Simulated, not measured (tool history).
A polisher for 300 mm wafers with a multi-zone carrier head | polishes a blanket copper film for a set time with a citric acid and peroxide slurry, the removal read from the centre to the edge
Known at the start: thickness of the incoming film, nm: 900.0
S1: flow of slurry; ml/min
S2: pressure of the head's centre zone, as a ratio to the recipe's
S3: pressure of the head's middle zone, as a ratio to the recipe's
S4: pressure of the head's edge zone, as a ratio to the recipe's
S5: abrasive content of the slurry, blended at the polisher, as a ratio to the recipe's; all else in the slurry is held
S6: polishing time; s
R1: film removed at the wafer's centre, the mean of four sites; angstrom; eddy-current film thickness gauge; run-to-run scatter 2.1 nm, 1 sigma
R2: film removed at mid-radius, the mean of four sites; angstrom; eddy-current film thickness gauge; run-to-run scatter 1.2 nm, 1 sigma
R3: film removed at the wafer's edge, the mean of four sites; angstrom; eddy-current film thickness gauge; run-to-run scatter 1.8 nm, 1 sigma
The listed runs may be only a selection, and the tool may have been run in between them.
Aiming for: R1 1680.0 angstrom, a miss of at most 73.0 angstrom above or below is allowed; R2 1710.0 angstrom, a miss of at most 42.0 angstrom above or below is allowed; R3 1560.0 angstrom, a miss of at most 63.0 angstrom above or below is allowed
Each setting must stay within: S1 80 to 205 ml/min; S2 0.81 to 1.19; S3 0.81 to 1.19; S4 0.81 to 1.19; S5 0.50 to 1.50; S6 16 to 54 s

run,hour,S1,S2,S3,S4,S5,S6,R1,R2,R3
1,0.0,135,1.00,1.00,1.00,1.00,35,1172.8,1131.4,1190.8
2,2.2,145,1.02,1.04,1.02,1.10,36,1276.2,1249.7,1289.6
3,7.7,145,1.02,1.04,1.02,1.10,42,1522.4,1447.8,1493.6
4,13.2,145,1.02,1.04,1.02,1.00,42,1441.1,1449.5,1459.4
5,18.8,145,1.02,1.08,1.02,1.00,42,1447.5,1481.2,1476.3
6,21.3,155,1.03,1.10,1.01,1.00,42,1503.2,1527.6,1455.4
7,30.2,160,1.03,1.11,1.02,1.00,42,1537.5,1534.6,1486.7
8,37.1,195,1.04,1.19,1.00,1.05,42,1578.5,1701.4,1496.0

4 candidate next runs follow, results not yet known. Just one meets every target within its allowed miss. Identify it.
A,44.0,190,1.08,1.19,0.87,1.15,42,?,?,?
B,44.0,200,1.10,1.13,1.04,1.05,47,?,?,?
C,44.0,195,1.05,1.08,1.05,1.25,46,?,?,?
D,44.0,175,1.08,1.17,1.03,1.05,43,?,?,?

move,R1,R2,R3
A,1647.8,1727.1,1456.4
B,1863.2,1831.9,1751.4
C,1786.2,1772.3,1771.8
D,1638.2,1694.4,1571.8
A: the furthest-off result lands on target, but another misses its tolerance
B: takes the result that was furthest off past its target
C: takes the result that was furthest off past its target
D: meets every target
Answer: D
